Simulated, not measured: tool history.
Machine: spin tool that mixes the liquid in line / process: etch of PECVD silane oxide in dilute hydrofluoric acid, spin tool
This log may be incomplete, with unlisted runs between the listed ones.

run,hour,temperature setpoint of the liquid (K),parts of water to one part of 49 % hydrofluoric acid (parts by volume),time under the liquid (s),thickness taken off the PECVD silane oxide on a monitor wafer (nm)
1,0,298.15,195,30,7.2377
2,3.3,295.65,210,30,6.0685
3,5.5,292.15,210,30,5.2712
4,11.1,292.15,145,30,8.0251
5,18.1,291.65,175,30,6.4737
6,19.1,291.15,195,30,5.4888
7,27.4,290.65,205,30,5.0617
8,31.6,290.65,215,30,4.7771

Estimate the outcome of run 9 from the log above:
9,37.9,290.65,220,30,?

thickness taken off the PECVD silane oxide on a monitor wafer (nm): 4.6641
